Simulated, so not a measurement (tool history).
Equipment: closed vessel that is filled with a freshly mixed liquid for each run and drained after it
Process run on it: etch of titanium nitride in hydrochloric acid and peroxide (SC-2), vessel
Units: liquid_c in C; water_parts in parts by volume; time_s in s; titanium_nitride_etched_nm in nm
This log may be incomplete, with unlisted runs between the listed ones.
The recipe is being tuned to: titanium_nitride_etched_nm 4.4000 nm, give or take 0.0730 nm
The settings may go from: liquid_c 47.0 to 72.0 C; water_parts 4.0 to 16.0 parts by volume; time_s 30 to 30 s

run,day,liquid_c,water_parts,time_s,titanium_nitride_etched_nm
1,0.000,63.0,9.0,30,2.7303
2,0.208,63.0,6.5,30,3.5736
3,0.596,60.0,6.5,30,2.9575
4,0.833,61.0,6.5,30,3.1336
5,1.033,61.5,6.5,30,3.2577
6,1.396,55.5,6.5,30,2.2210
7,1.525,57.0,6.5,30,2.4444
8,1.742,58.0,6.5,30,2.6114
9,1.908,59.0,6.5,30,2.7690
10,2.192,60.0,6.5,30,2.9556
11,2.496,61.0,6.5,30,3.1370

Next run, 5 choices. One meets every target within its allowed miss, the rest don't. Which?
A,2.800,66.5,6.5,30,?
B,2.800,64.0,5.0,30,?
C,2.800,65.0,5.5,30,?
D,2.800,67.0,6.5,30,?
E,2.800,65.5,4.5,30,?

move,titanium_nitride_etched_nm
A,4.3854
B,4.5742
C,4.5381
D,4.5196
E,5.3979
A: meets every target
B: pushes the last run's worst result past its target
C: pushes the last run's worst result past its target
D: pushes the last run's worst result past its target
E: pushes the last run's worst result past its target
The right move is A.
